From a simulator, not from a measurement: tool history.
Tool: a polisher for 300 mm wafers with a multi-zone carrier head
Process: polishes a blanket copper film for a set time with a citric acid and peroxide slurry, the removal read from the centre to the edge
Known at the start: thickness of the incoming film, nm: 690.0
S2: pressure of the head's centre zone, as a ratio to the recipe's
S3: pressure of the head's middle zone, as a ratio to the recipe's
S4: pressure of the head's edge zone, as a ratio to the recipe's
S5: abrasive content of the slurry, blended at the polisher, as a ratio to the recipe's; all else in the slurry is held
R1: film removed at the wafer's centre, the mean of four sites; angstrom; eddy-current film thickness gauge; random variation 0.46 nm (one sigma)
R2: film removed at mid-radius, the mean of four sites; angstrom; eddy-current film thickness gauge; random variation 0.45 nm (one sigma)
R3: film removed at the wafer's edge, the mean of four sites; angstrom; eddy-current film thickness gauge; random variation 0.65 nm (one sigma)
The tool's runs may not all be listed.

{"run": 1, "hour": 0.0, "flow of slurry (ml/min)": 140, "S2": 1, "S3": 1, "S4": 1, "S5": 1, "polishing time (s)": 55, "R1": 865.9, "R2": 836.35, "R3": 815.44}
{"run": 2, "hour": 7.3, "flow of slurry (ml/min)": 135, "S2": 0.99, "S3": 0.97, "S4": 1, "S5": 0.9, "polishing time (s)": 52, "R1": 764.11, "R2": 751.87, "R3": 742.68}
{"run": 3, "hour": 9.5, "flow of slurry (ml/min)": 130, "S2": 1, "S3": 0.94, "S4": 1.02, "S5": 0.85, "polishing time (s)": 49, "R1": 720.86, "R2": 663.6, "R3": 701.09}
{"run": 4, "hour": 15.8, "flow of slurry (ml/min)": 125, "S2": 1, "S3": 0.92, "S4": 1.01, "S5": 0.8, "polishing time (s)": 47, "R1": 673.75, "R2": 610.5, "R3": 648.77}
{"run": 5, "hour": 23.3, "flow of slurry (ml/min)": 125, "S2": 1, "S3": 0.92, "S4": 1.01, "S5": 0.8, "polishing time (s)": 60, "R1": 858.49, "R2": 783.67, "R3": 836.73}
{"run": 6, "hour": 25.6, "flow of slurry (ml/min)": 125, "S2": 1, "S3": 0.92, "S4": 1.01, "S5": 0.8, "polishing time (s)": 55, "R1": 789.97, "R2": 718.06, "R3": 756.68}
{"run": 7, "hour": 28.7, "flow of slurry (ml/min)": 125, "S2": 1, "S3": 0.92, "S4": 1.01, "S5": 0.8, "polishing time (s)": 55, "R1": 772.16, "R2": 708.15, "R3": 771.79}
{"run": 8, "hour": 31.3, "flow of slurry (ml/min)": 120, "S2": 1, "S3": 0.9, "S4": 0.99, "S5": 0.75, "polishing time (s)": 52, "R1": 724.05, "R2": 641.93, "R3": 689.2}
{"run": 9, "hour": 39.9, "flow of slurry (ml/min)": 85, "S2": 0.91, "S3": 0.81, "S4": 1.05, "S5": 0.5, "polishing time (s)": 40, "R1": 390.8, "R2": 354.47, "R3": 447.99}
{"run": 10, "hour": 44.9, "flow of slurry (ml/min)": 125, "S2": 0.96, "S3": 0.84, "S4": 1.03, "S5": 0.5, "polishing time (s)": 39, "R1": 454.33, "R2": 407.46, "R3": 462.25}
{"run": 11, "hour": 50.3, "flow of slurry (ml/min)": 130, "S2": 0.97, "S3": 0.84, "S4": 1.05, "S5": 0.5, "polishing time (s)": 39, "R1": 467.01, "R2": 404.3, "R3": 475.59}
{"run": 12, "hour": 53.7, "flow of slurry (ml/min)": 135, "S2": 0.97, "S3": 0.84, "S4": 1.06, "S5": 0.5, "polishing time (s)": 39, "R1": 471.47, "R2": 411.45, "R3": 480.68}
{"run": 13, "hour": 58.9, "flow of slurry (ml/min)": 135, "S2": 0.97, "S3": 0.84, "S4": 1.06, "S5": 0.5, "polishing time (s)": 39, "R1": 475.1, "R2": 405.64, "R3": 480.15}
{"run": 14, "hour": 64.2, "flow of slurry (ml/min)": 140, "S2": 0.97, "S3": 0.85, "S4": 1.07, "S5": 0.5, "polishing time (s)": 39, "R1": 478.57, "R2": 413.95, "R3": 480.1}

Run 15 comes next. What will it give?
{"run": 15, "hour": 70.7, "flow of slurry (ml/min)": 145, "S2": 0.97, "S3": 0.85, "S4": 1.08, "S5": 0.5, "polishing time (s)": 39, "R1": "?", "R2": "?", "R3": "?"}

R1: 473.29 angstrom
R2: 417.02 angstrom
R3: 491.18 angstrom

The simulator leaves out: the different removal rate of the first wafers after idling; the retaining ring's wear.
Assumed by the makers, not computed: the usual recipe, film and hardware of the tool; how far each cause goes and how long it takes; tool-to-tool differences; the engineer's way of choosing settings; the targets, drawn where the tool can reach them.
